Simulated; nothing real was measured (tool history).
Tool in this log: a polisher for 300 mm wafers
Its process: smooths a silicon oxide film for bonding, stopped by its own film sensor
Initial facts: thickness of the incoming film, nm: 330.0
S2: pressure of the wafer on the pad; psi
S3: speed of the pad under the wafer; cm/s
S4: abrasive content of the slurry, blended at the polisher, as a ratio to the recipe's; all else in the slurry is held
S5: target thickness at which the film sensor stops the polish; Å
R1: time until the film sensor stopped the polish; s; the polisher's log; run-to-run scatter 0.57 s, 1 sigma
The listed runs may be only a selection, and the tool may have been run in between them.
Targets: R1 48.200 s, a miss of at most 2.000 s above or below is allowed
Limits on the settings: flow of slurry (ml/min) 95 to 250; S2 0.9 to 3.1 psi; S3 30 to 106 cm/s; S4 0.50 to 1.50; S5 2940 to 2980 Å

Run 1, hour 0.0: flow of slurry (ml/min) 160, S2 2.0 psi, S3 68 cm/s, S4 1.00, S5 2940 Å. Result: R1 85.062 s.
Run 2, hour 2.4: flow of slurry (ml/min) 160, S2 2.2 psi, S3 68 cm/s, S4 1.00, S5 2940 Å. Result: R1 81.675 s.
Run 3, hour 6.3: flow of slurry (ml/min) 130, S2 2.2 psi, S3 68 cm/s, S4 1.00, S5 2940 Å. Result: R1 84.235 s.
Run 4, hour 14.7: flow of slurry (ml/min) 160, S2 2.2 psi, S3 68 cm/s, S4 1.00, S5 2940 Å. Result: R1 80.801 s.
Run 5, hour 15.3: flow of slurry (ml/min) 165, S2 2.3 psi, S3 70 cm/s, S4 1.00, S5 2940 Å. Result: R1 77.014 s.
Run 6, hour 21.6: flow of slurry (ml/min) 165, S2 2.3 psi, S3 80 cm/s, S4 1.00, S5 2940 Å. Result: R1 70.544 s.
Run 7, hour 24.8: flow of slurry (ml/min) 165, S2 2.4 psi, S3 82 cm/s, S4 1.00, S5 2940 Å. Result: R1 66.771 s.
Run 8, hour 25.6: flow of slurry (ml/min) 165, S2 2.5 psi, S3 84 cm/s, S4 1.00, S5 2940 Å. Result: R1 63.092 s.
Run 9, hour 26.8: flow of slurry (ml/min) 165, S2 2.6 psi, S3 84 cm/s, S4 1.00, S5 2940 Å. Result: R1 62.467 s.
Run 10, hour 33.2: flow of slurry (ml/min) 165, S2 2.7 psi, S3 86 cm/s, S4 1.00, S5 2940 Å. Result: R1 60.346 s.
Run 11, hour 38.4: flow of slurry (ml/min) 165, S2 2.7 psi, S3 86 cm/s, S4 1.00, S5 2940 Å. Result: R1 58.003 s.
Run 12, hour 39.5: flow of slurry (ml/min) 165, S2 2.8 psi, S3 86 cm/s, S4 1.00, S5 2940 Å. Result: R1 56.924 s.
Run 13, hour 48.2: flow of slurry (ml/min) 170, S2 3.0 psi, S3 90 cm/s, S4 1.00, S5 2940 Å. Result: R1 53.035 s.

Which single option among these 5 for the next run brings every result within its allowed miss of target? Just one does.
Run A, hour 56.9: flow of slurry (ml/min) 180, S2 2.4 psi, S3 96 cm/s, S4 0.85, S5 2980 Å. Result: R1 ?.
Run B, hour 56.9: flow of slurry (ml/min) 140, S2 2.8 psi, S3 94 cm/s, S4 1.20, S5 2970 Å. Result: R1 ?.
Run C, hour 56.9: flow of slurry (ml/min) 160, S2 3.1 psi, S3 106 cm/s, S4 0.90, S5 2950 Å. Result: R1 ?.
Run D, hour 56.9: flow of slurry (ml/min) 185, S2 2.8 psi, S3 94 cm/s, S4 1.10, S5 2970 Å. Result: R1 ?.
Run E, hour 56.9: flow of slurry (ml/min) 225, S2 2.8 psi, S3 86 cm/s, S4 1.00, S5 2950 Å. Result: R1 ?.

move      R1
   A  58.856
   B  43.645
   C  48.258
   D  44.263
   E  52.960
A: its largest miss is bigger than the last run's
B: pushes the last run's worst result past its target
C: every result lands within tolerance
D: pushes the last run's worst result past its target
E: about the same distance from the targets as the last run
Move C is the one to make.

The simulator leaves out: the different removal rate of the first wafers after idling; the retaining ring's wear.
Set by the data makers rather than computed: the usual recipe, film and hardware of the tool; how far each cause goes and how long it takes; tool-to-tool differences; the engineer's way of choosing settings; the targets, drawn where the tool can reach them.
